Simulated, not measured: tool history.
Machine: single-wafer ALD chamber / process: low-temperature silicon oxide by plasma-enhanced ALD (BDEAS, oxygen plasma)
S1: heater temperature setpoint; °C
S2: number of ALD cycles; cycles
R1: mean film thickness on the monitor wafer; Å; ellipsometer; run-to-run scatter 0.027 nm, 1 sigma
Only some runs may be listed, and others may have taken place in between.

{"run": 1, "day": 0.0, "S1": 110, "S2": 36, "R1": 48.605}
{"run": 2, "day": 0.054, "S1": 117, "S2": 36, "R1": 48.388}
{"run": 3, "day": 0.221, "S1": 117, "S2": 31, "R1": 41.443}
{"run": 4, "day": 0.521, "S1": 116, "S2": 33, "R1": 44.615}
{"run": 5, "day": 0.762, "S1": 110, "S2": 33, "R1": 44.974}
{"run": 6, "day": 0.846, "S1": 110, "S2": 29, "R1": 39.148}

Estimate the outcome of run 7 from the log above:
{"run": 7, "day": 1.033, "S1": 110, "S2": 29, "R1": "?"}

R1: 39.429 Å
